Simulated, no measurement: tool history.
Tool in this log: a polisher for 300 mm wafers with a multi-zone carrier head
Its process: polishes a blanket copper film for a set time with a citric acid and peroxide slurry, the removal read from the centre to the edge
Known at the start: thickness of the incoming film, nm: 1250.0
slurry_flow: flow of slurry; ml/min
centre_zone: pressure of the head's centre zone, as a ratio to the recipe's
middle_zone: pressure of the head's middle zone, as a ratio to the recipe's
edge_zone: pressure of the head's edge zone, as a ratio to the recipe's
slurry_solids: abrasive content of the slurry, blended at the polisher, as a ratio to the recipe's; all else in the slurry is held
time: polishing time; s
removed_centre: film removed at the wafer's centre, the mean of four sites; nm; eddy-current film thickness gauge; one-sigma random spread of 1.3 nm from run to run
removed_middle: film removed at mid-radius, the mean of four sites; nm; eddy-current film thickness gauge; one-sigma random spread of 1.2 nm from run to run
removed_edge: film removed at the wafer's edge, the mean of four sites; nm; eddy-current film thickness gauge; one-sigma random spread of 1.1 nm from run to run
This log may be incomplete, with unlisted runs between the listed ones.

{"run": 1, "day": 0.0, "slurry_flow": 160, "centre_zone": 1, "middle_zone": 1, "edge_zone": 1, "slurry_solids": 1, "time": 71, "removed_centre": 157.04, "removed_middle": 160.91, "removed_edge": 160.2}
{"run": 2, "day": 0.192, "slurry_flow": 160, "centre_zone": 1, "middle_zone": 0.98, "edge_zone": 0.99, "slurry_solids": 0.95, "time": 66, "removed_centre": 147.6, "removed_middle": 142.95, "removed_edge": 146.96}
{"run": 3, "day": 0.354, "slurry_flow": 160, "centre_zone": 0.99, "middle_zone": 0.98, "edge_zone": 0.98, "slurry_solids": 0.9, "time": 62, "removed_centre": 132.25, "removed_middle": 131.87, "removed_edge": 137.72}
{"run": 4, "day": 0.579, "slurry_flow": 160, "centre_zone": 1, "middle_zone": 0.98, "edge_zone": 0.96, "slurry_solids": 0.85, "time": 59, "removed_centre": 125.89, "removed_middle": 125.79, "removed_edge": 123.83}
{"run": 5, "day": 0.946, "slurry_flow": 155, "centre_zone": 1, "middle_zone": 0.96, "edge_zone": 0.95, "slurry_solids": 0.8, "time": 58, "removed_centre": 119.63, "removed_middle": 118.37, "removed_edge": 122.85}
{"run": 6, "day": 1.05, "slurry_flow": 155, "centre_zone": 1.01, "middle_zone": 0.95, "edge_zone": 0.94, "slurry_solids": 0.75, "time": 56, "removed_centre": 115.78, "removed_middle": 112.3, "removed_edge": 112.33}
{"day": 1.396, "done": "worn pad replaced by a new one"}
{"run": 7, "day": 1.396, "slurry_flow": 150, "centre_zone": 1.01, "middle_zone": 0.93, "edge_zone": 0.93, "slurry_solids": 0.7, "time": 55, "removed_centre": 120.37, "removed_middle": 111.9, "removed_edge": 119.84}

Run 8 comes next. What will it give?
{"run": 8, "day": 1.758, "slurry_flow": 150, "centre_zone": 1.01, "middle_zone": 0.93, "edge_zone": 0.92, "slurry_solids": 0.7, "time": 52, "removed_centre": "?", "removed_middle": "?", "removed_edge": "?"}

Logged for run 8: removed_centre 114.23 nm, removed_middle 107.52 nm, removed_edge 110.65 nm.

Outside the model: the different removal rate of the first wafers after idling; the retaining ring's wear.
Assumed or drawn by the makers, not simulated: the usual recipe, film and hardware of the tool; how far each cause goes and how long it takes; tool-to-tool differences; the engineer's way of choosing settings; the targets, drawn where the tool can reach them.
